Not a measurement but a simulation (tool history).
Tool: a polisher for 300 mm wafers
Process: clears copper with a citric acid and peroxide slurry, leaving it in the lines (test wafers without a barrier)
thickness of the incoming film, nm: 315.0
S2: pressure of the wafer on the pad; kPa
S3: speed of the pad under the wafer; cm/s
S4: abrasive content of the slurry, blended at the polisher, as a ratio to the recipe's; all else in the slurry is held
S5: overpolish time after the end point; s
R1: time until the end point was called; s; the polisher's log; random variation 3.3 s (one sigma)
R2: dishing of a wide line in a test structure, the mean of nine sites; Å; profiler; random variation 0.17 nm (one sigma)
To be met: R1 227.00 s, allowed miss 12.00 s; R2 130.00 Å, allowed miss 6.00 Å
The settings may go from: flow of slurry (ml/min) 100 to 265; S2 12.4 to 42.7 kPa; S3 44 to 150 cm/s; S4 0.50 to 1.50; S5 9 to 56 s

{"run": 1, "hour": 0.0, "flow of slurry (ml/min)": 170, "S2": 27.6, "S3": 96, "S4": 1.0, "S5": 29, "R1": 122.54, "R2": 409.72}
{"run": 2, "hour": 7.4, "flow of slurry (ml/min)": 170, "S2": 22.1, "S3": 96, "S4": 1.0, "S5": 29, "R1": 156.12, "R2": 337.47}
{"run": 3, "hour": 10.2, "flow of slurry (ml/min)": 170, "S2": 20.0, "S3": 94, "S4": 1.0, "S5": 24, "R1": 181.93, "R2": 274.63}
{"run": 4, "hour": 15.9, "flow of slurry (ml/min)": 170, "S2": 20.0, "S3": 94, "S4": 1.15, "S5": 24, "R1": 168.19, "R2": 275.55}
{"run": 5, "hour": 16.4, "flow of slurry (ml/min)": 170, "S2": 17.9, "S3": 92, "S4": 1.25, "S5": 21, "R1": 188.43, "R2": 236.37}
{"run": 6, "hour": 20.5, "flow of slurry (ml/min)": 170, "S2": 17.9, "S3": 92, "S4": 1.25, "S5": 15, "R1": 187.37, "R2": 169.98}
{"run": 7, "hour": 28.8, "flow of slurry (ml/min)": 170, "S2": 17.2, "S3": 92, "S4": 1.25, "S5": 14, "R1": 198.45, "R2": 157.91}
{"hour": 29.3, "done": "head pressure recalibrated"}
{"run": 8, "hour": 29.3, "flow of slurry (ml/min)": 170, "S2": 16.5, "S3": 92, "S4": 1.25, "S5": 13, "R1": 185.01, "R2": 155.1}
{"run": 9, "hour": 34.1, "flow of slurry (ml/min)": 170, "S2": 16.5, "S3": 92, "S4": 1.25, "S5": 13, "R1": 191.15, "R2": 157.97}

Which of these 5 next moves meets every target?
{"run": "A", "hour": 38.9, "flow of slurry (ml/min)": 195, "S2": 15.9, "S3": 78, "S4": 1.45, "S5": 20, "R1": "?", "R2": "?"}
{"run": "B", "hour": 38.9, "flow of slurry (ml/min)": 180, "S2": 15.2, "S3": 90, "S4": 1.3, "S5": 19, "R1": "?", "R2": "?"}
{"run": "C", "hour": 38.9, "flow of slurry (ml/min)": 195, "S2": 17.9, "S3": 72, "S4": 1.3, "S5": 16, "R1": "?", "R2": "?"}
{"run": "D", "hour": 38.9, "flow of slurry (ml/min)": 190, "S2": 13.8, "S3": 80, "S4": 1.2, "S5": 15, "R1": "?", "R2": "?"}
{"run": "E", "hour": 38.9, "flow of slurry (ml/min)": 155, "S2": 13.8, "S3": 92, "S4": 1.25, "S5": 13, "R1": "?", "R2": "?"}

move=A R1=215.91 R2=196.98
move=B R1=204.46 R2=197.10
move=C R1=213.22 R2=164.91
move=D R1=252.99 R2=133.03
move=E R1=227.03 R2=128.88
A: further off than the last run
B: further off than the last run
C: further off than the last run
D: brings the result that was furthest off to its target, and leaves another outside
E: meets every target
The right move is E.
